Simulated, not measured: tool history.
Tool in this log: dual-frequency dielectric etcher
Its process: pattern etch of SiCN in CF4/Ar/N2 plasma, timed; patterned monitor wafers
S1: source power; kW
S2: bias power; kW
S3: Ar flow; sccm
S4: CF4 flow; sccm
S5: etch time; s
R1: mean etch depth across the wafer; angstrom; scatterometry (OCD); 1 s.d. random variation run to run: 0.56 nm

run	day	S1	S2	S3	S4	S5	R1
1	0	0.6	0.071	90	69	97.5	1120.6
2	0.238	0.6	0.071	90	69	97.5	1114.9
3	0.538	0.68	0.071	90	69	97.5	1191.2
4	0.779	0.65	0.069	91	69	97.5	1155.6
5	0.883	0.65	0.069	77	69	97.5	1186.6
6	1.029	0.71	0.069	77	69	97.5	1246.7
7	1.179	0.67	0.067	78	68	97.5	1192
8	1.333	0.64	0.065	79	68	97.5	1146

What does the tool deliver on the next run?
9	1.429	0.61	0.063	80	68	97.5	?

{"run 9": {"R1": 1084.6}}
